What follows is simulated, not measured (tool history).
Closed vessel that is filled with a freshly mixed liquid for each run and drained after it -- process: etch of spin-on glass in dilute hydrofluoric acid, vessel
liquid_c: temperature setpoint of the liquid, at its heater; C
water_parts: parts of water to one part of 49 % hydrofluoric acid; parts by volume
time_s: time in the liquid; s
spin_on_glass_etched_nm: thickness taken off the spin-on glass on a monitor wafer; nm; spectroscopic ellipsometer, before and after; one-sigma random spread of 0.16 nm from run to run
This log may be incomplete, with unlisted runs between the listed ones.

{"run": 1, "day": 0.0, "liquid_c": 22.0, "water_parts": 225, "time_s": 310, "spin_on_glass_etched_nm": 35.455}
{"run": 2, "day": 0.167, "liquid_c": 21.0, "water_parts": 240, "time_s": 310, "spin_on_glass_etched_nm": 31.591}
{"run": 3, "day": 0.404, "liquid_c": 19.0, "water_parts": 240, "time_s": 310, "spin_on_glass_etched_nm": 29.549}
{"run": 4, "day": 0.667, "liquid_c": 19.0, "water_parts": 240, "time_s": 330, "spin_on_glass_etched_nm": 30.655}
{"run": 5, "day": 0.767, "liquid_c": 17.0, "water_parts": 240, "time_s": 330, "spin_on_glass_etched_nm": 28.863}
{"run": 6, "day": 0.975, "liquid_c": 19.5, "water_parts": 240, "time_s": 330, "spin_on_glass_etched_nm": 31.779}

Run 7 comes next. What will it give?
{"run": 7, "day": 1.008, "liquid_c": 19.0, "water_parts": 255, "time_s": 330, "spin_on_glass_etched_nm": "?"}

spin_on_glass_etched_nm: 28.427 nm
